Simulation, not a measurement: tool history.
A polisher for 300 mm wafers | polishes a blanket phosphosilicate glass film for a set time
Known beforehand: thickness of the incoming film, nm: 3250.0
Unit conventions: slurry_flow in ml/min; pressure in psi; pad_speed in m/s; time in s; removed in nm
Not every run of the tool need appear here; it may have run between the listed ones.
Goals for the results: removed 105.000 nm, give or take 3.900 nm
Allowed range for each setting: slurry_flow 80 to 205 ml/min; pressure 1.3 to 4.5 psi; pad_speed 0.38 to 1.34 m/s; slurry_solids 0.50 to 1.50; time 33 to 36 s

run,hour,slurry_flow,pressure,pad_speed,slurry_solids,time,removed
1,0.0,135,2.9,0.86,1.00,36,259.180
2,0.8,135,3.3,0.86,1.00,36,295.890
3,7.4,135,3.3,0.86,1.00,33,269.390
4,9.3,135,3.3,0.64,1.00,33,211.480
5,14.6,135,3.5,0.64,1.00,33,228.620
6,16.5,135,3.5,0.64,1.00,33,226.500
7,24.9,135,3.1,0.64,1.00,33,200.040
8,32.3,135,2.8,0.64,1.00,33,182.240
9,36.4,135,2.6,0.64,1.00,33,173.800

Of the 5 settings listed for the next run, only one would bring every result within its allowed miss of target. Which one?
A,40.5,120,2.2,0.48,1.00,33,?
B,40.5,110,1.9,0.56,1.10,33,?
C,40.5,140,2.0,0.50,0.85,33,?
D,40.5,150,1.8,0.62,0.90,33,?
E,40.5,110,2.1,0.50,0.95,33,?

move,removed
A,114.610
B,117.850
C,98.914
D,113.190
E,107.130
A: closer than the last run, but not yet in spec
B: closer than the last run, but not yet in spec
C: carries the result that was furthest off beyond its target, to the other side
D: closer than the last run, but not yet in spec
E: every result lands within tolerance
E is the move that brings every result within its allowed miss.
